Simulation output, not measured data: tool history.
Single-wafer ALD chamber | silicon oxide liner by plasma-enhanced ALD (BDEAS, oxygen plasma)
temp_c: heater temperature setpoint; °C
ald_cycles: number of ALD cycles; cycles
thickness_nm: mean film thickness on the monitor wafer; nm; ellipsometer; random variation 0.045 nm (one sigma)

run,hour,temp_c,ald_cycles,thickness_nm
1,0,315,79,8.0001
2,6,315,81,8.2166
3,8.4,321,81,8.1276
4,9.9,321,76,7.6836
5,10.9,321,78,7.7989
6,14.5,329,78,7.7337
7,16,328,80,7.9146

Run 8 comes next. What will it give?
8,20.7,327,82,?

Run 8 gave thickness_nm 8.0614 nm.
